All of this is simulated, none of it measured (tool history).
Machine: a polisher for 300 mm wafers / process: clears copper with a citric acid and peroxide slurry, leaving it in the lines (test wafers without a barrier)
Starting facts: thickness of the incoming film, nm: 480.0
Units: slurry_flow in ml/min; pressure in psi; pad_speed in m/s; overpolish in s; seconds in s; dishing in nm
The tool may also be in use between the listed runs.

{"run": 1, "day": 0.0, "slurry_flow": 210, "pressure": 3.4, "pad_speed": 1.4, "slurry_solids": 1.0, "overpolish": 25, "seconds": 128.85, "dishing": 65.592}
{"run": 2, "day": 0.296, "slurry_flow": 210, "pressure": 3.8, "pad_speed": 1.4, "slurry_solids": 1.0, "overpolish": 27, "seconds": 117.31, "dishing": 73.66}
{"run": 3, "day": 0.475, "slurry_flow": 210, "pressure": 4.1, "pad_speed": 1.4, "slurry_solids": 1.0, "overpolish": 29, "seconds": 108.84, "dishing": 84.167}
{"run": 4, "day": 0.758, "slurry_flow": 210, "pressure": 4.1, "pad_speed": 1.4, "slurry_solids": 0.85, "overpolish": 29, "seconds": 109.64, "dishing": 81.635}
{"run": 5, "day": 1.004, "slurry_flow": 215, "pressure": 4.3, "pad_speed": 1.4, "slurry_solids": 0.85, "overpolish": 31, "seconds": 104.18, "dishing": 89.908}
{"run": 6, "day": 1.138, "slurry_flow": 215, "pressure": 3.6, "pad_speed": 1.4, "slurry_solids": 0.85, "overpolish": 31, "seconds": 122.87, "dishing": 77.822}

Run 7, settings as shown, results not yet in. Your forecast:
{"run": 7, "day": 1.346, "slurry_flow": 225, "pressure": 4.6, "pad_speed": 1.42, "slurry_solids": 0.85, "overpolish": 34, "seconds": "?", "dishing": "?"}

{"run 7": {"seconds": 97.072, "dishing": 102.99}}
